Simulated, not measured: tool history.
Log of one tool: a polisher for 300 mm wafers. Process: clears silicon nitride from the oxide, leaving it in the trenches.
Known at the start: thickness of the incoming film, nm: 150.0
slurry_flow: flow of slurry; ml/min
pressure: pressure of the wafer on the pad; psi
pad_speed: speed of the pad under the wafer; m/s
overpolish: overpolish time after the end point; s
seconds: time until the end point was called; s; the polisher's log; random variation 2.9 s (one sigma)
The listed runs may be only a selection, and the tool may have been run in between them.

run,hour,slurry_flow,pressure,pad_speed,overpolish,seconds
1,0.0,190,3.5,1.08,14,118.04
2,1.6,190,3.2,1.08,14,126.11
3,5.8,190,2.8,1.08,14,139.34
4,10.0,190,3.1,1.08,14,130.31
5,11.6,190,3.6,1.08,14,118.68
6,18.3,225,3.6,1.08,14,114.25

Run 7 is up next; what results do you expect?
7,22.4,225,3.6,1.08,14,?

{"run 7": {"seconds": 114.47}}

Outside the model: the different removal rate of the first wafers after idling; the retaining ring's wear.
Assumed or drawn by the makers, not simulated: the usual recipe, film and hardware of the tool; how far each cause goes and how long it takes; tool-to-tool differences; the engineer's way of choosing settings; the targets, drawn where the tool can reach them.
